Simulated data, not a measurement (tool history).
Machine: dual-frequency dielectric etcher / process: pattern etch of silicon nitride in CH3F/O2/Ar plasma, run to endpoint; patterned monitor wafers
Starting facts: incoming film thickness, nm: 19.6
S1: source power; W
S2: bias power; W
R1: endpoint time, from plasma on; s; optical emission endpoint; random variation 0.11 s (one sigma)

run  hour   S1  S2      R1
  1   0.0  380  69  31.681
  2   6.8  400  71  30.486
  3  12.7  400  60  32.136
  4  18.8  400  68  30.659
  5  26.6  420  68  30.178
  6  32.0  470  68  28.622
  7  38.8  480  69  28.200
  8  42.4  490  70  27.716

Expected results for the next run?
  9  49.1  500  70   ?

Run 9 yielded R1 27.399 s.
